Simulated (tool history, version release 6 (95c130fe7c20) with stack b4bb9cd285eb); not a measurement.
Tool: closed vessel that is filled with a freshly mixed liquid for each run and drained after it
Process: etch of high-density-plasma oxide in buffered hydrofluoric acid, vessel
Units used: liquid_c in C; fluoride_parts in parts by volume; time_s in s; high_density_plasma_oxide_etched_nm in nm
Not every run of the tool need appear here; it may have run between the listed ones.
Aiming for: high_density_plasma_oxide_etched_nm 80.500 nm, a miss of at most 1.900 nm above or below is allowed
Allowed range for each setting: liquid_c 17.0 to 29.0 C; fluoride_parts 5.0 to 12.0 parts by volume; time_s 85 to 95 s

run,hour,liquid_c,fluoride_parts,time_s,high_density_plasma_oxide_etched_nm
1,0.0,21.0,7.0,85,128.810
2,1.8,23.0,7.0,85,143.910
3,2.5,21.0,7.5,85,117.960
4,10.4,24.0,7.5,85,139.550
5,16.9,21.5,8.0,85,114.370
6,25.7,21.5,8.0,95,127.020
7,30.7,20.0,8.5,95,109.300
8,38.4,19.0,9.0,95,96.448
9,42.6,18.5,9.0,95,93.861
10,46.1,17.0,9.5,95,83.297

Consider the 4 candidate settings below. Which is the only one whose results all fall within their allowed miss of target?
A,49.6,18.0,10.0,95,?
B,49.6,19.5,9.5,85,?
C,49.6,17.0,8.0,85,?
D,49.6,17.0,10.0,95,?

move,high_density_plasma_oxide_etched_nm
A,86.415
B,86.919
C,88.705
D,81.632
A: further off than the last run
B: further off than the last run
C: further off than the last run
D: hits every target within its allowed miss
Correct choice: D, which meets every target

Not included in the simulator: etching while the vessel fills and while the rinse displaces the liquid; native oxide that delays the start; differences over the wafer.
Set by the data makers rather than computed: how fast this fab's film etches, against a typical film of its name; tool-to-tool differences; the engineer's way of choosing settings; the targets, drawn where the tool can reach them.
